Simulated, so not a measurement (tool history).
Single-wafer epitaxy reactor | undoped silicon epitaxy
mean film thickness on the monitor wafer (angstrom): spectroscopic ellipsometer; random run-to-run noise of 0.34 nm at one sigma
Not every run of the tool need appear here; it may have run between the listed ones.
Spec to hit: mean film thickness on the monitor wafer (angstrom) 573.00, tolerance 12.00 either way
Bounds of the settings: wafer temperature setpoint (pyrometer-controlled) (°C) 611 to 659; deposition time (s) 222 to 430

run,hour,wafer temperature setpoint (pyrometer-controlled) (°C),deposition time (s),mean film thickness on the monitor wafer (angstrom)
1,0.0,635,326,423.48
2,5.1,637,326,447.11
3,11.5,639,326,465.69
4,13.1,639,299,426.80
5,16.2,645,299,503.17
6,17.0,635,299,384.35
7,23.2,638,299,417.78
8,23.8,640,299,437.54
9,29.3,642,299,460.70
10,36.0,642,299,467.63
11,43.3,643,299,474.46
12,45.9,644,299,487.59
13,48.2,645,299,499.09
14,53.5,646,299,509.65
15,58.1,647,299,520.58
16,66.1,648,299,535.95

4 candidate next runs follow, results not yet known. Just one meets every target within its allowed miss. Identify it.
A,74.1,651,298,?
B,74.1,647,285,?
C,74.1,645,301,?
D,74.1,642,313,?

move,mean film thickness on the monitor wafer (angstrom)
A,577.29
B,499.99
C,502.34
D,484.43
A: meets every target
B: misses by more than the last run did
C: misses by more than the last run did
D: misses by more than the last run did
A meets every target.

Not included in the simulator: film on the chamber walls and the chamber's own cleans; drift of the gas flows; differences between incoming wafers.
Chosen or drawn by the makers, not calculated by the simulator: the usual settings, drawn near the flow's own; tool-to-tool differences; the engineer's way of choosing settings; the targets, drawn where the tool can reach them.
